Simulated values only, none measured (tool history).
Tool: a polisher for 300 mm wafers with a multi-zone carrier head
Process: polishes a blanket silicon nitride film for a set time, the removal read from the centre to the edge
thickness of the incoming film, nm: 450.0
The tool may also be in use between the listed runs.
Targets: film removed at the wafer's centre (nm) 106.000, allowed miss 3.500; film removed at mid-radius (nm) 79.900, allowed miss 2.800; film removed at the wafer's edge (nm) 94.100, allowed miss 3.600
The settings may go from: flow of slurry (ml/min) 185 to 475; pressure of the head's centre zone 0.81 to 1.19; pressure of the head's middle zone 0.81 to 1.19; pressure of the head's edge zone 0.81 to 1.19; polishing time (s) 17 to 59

| run | day | flow of slurry (ml/min) | pressure of the head's centre zone | pressure of the head's middle zone | pressure of the head's edge zone | polishing time (s) | film removed at the wafer's centre (nm) | film removed at mid-radius (nm) | film removed at the wafer's edge (nm) |
|---|---|---|---|---|---|---|---|---|---|
| 1 | 0.000 | 305 | 1.00 | 1.00 | 1.00 | 38 | 68.992 | 67.690 | 69.463 |
| 2 | 0.100 | 310 | 1.04 | 0.99 | 1.03 | 40 | 75.532 | 71.186 | 74.292 |
| 3 | 0.471 | 315 | 1.07 | 0.97 | 1.05 | 42 | 82.502 | 73.605 | 81.400 |
| 4 | 0.792 | 315 | 1.07 | 0.92 | 1.05 | 42 | 81.484 | 71.404 | 79.034 |
| 5 | 1.071 | 325 | 1.10 | 0.91 | 1.06 | 43 | 86.340 | 72.461 | 82.261 |
| 6 | 1.183 | 325 | 1.03 | 0.91 | 1.06 | 43 | 81.472 | 70.773 | 82.253 |
| 7 | 1.208 | 340 | 1.06 | 0.90 | 1.06 | 44 | 86.443 | 72.574 | 84.455 |
| 8 | 1.538 | 355 | 1.09 | 0.90 | 1.07 | 44 | 88.571 | 74.141 | 83.603 |
| 9 | 1.621 | 355 | 1.11 | 0.89 | 1.08 | 45 | 93.275 | 74.869 | 86.032 |
| 10 | 1.850 | 355 | 1.12 | 0.89 | 1.09 | 46 | 95.328 | 76.372 | 88.309 |
| 11 | 2.096 | 355 | 1.13 | 0.89 | 1.10 | 47 | 98.250 | 78.255 | 93.888 |
| 12 | 2.292 | 360 | 1.14 | 0.89 | 1.10 | 47 | 99.218 | 77.366 | 90.618 |
| 13 | 2.567 | 360 | 1.15 | 0.89 | 1.10 | 47 | 100.260 | 78.328 | 92.139 |
| 14 | 2.942 | 360 | 1.16 | 0.89 | 1.10 | 47 | 99.992 | 77.921 | 92.311 |
| 15 | 3.171 | 360 | 1.16 | 0.89 | 1.10 | 47 | 100.510 | 78.391 | 93.442 |
| 16 | 3.404 | 365 | 1.17 | 0.89 | 1.10 | 47 | 101.720 | 78.943 | 91.581 |

5 next moves are on the table. One of them brings every result within its allowed miss. Which?
| A | 3.638 | 290 | 1.19 | 0.88 | 1.07 | 49 | ? | ? | ? |
| B | 3.638 | 380 | 1.19 | 0.82 | 1.09 | 48 | ? | ? | ? |
| C | 3.638 | 260 | 1.13 | 0.82 | 1.19 | 53 | ? | ? | ? |
| D | 3.638 | 275 | 1.19 | 0.92 | 1.05 | 47 | ? | ? | ? |
| E | 3.638 | 310 | 1.15 | 0.89 | 1.14 | 48 | ? | ? | ? |

| move | film removed at the wafer's centre (nm) | film removed at mid-radius (nm) | film removed at the wafer's edge (nm) |
|---|---|---|---|
| A | 106.060 | 79.660 | 93.472 |
| B | 106.850 | 75.818 | 94.265 |
| C | 107.300 | 80.547 | 105.380 |
| D | 101.070 | 78.635 | 88.428 |
| E | 101.180 | 79.299 | 94.832 |
A: meets every target
B: brings the result that was furthest off to its target, and leaves another outside
C: brings the result that was furthest off to its target, and leaves another outside
D: further off than the last run
E: further off than the last run
Move A is the one to make.

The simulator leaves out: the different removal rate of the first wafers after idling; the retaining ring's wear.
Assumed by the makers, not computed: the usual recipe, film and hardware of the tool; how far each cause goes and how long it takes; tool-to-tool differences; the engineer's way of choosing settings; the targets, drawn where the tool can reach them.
